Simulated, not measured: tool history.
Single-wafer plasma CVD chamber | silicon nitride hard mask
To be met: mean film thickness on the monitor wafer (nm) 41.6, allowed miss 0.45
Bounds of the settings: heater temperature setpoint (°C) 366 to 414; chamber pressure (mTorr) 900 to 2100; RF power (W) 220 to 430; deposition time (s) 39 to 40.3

| run | hour | heater temperature setpoint (°C) | chamber pressure (mTorr) | RF power (W) | deposition time (s) | mean film thickness on the monitor wafer (nm) |
|---|---|---|---|---|---|---|
| 1 | 0 | 390 | 1500 | 325 | 39 | 44.618 |
| 2 | 6.7 | 390 | 1380 | 325 | 39 | 44.192 |
| 3 | 13.4 | 390 | 1330 | 325 | 39 | 43.759 |
| 4 | 20.8 | 390 | 1290 | 325 | 39 | 43.616 |
| 5 | 25.9 | 400 | 1290 | 325 | 39 | 43.425 |
|  | 32.5 | RF generator calibrated |
| 6 | 32.5 | 400 | 1250 | 325 | 39 | 44.605 |
| 7 | 39.8 | 400 | 1160 | 285 | 39 | 41.005 |
| 8 | 43.7 | 400 | 1170 | 285 | 39 | 41.108 |

4 next moves are on the table. One of them brings every result within its allowed miss. Which?
| A | 47.6 | 400 | 1130 | 285 | 39 | ? |
| B | 47.6 | 403 | 1210 | 275 | 39.2 | ? |
| C | 47.6 | 391 | 1150 | 260 | 40 | ? |
| D | 47.6 | 405 | 1200 | 285 | 39.2 | ? |

| move | mean film thickness on the monitor wafer (nm) |
|---|---|
| A | 40.842 |
| B | 40.701 |
| C | 40.104 |
| D | 41.407 |
A: further off than the last run
B: further off than the last run
C: further off than the last run
D: meets every target
Answer: D
